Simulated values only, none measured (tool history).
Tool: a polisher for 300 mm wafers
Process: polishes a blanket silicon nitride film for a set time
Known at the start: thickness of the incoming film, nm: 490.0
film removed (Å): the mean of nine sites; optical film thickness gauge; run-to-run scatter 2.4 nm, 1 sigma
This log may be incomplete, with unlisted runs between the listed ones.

run    day  flow of slurry (ml/min)  pressure of the wafer on the pad (psi)  speed of the pad under the wafer (m/s)  polishing time (s)  film removed (Å)
  1      0                      305                                     4.8                                     1.1                  94            2344.8
  2  0.338                      305                                       4                                     1.1                  94            2118.6
  3    0.7                      340                                       4                                     1.1                  94            2134.7
  4  0.988                      340                                     4.6                                     1.1                  94              2320
  5  1.292                      340                                     5.2                                     1.1                  94            2501.7
  6  1.658                      340                                     5.6                                     1.1                  94            2667.1
  7  1.996                      340                                     5.9                                     1.1                  94            2809.6
  8  2.296                      340                                     6.2                                     1.1                  94            2855.3
  9    2.4                      340                                     6.4                                     1.1                  94            2899.6

Run 10 is up next; what results do you expect?
 10  2.775                      345                                     7.5                                     1.1                  94                 ?

film removed (Å): 3330.2

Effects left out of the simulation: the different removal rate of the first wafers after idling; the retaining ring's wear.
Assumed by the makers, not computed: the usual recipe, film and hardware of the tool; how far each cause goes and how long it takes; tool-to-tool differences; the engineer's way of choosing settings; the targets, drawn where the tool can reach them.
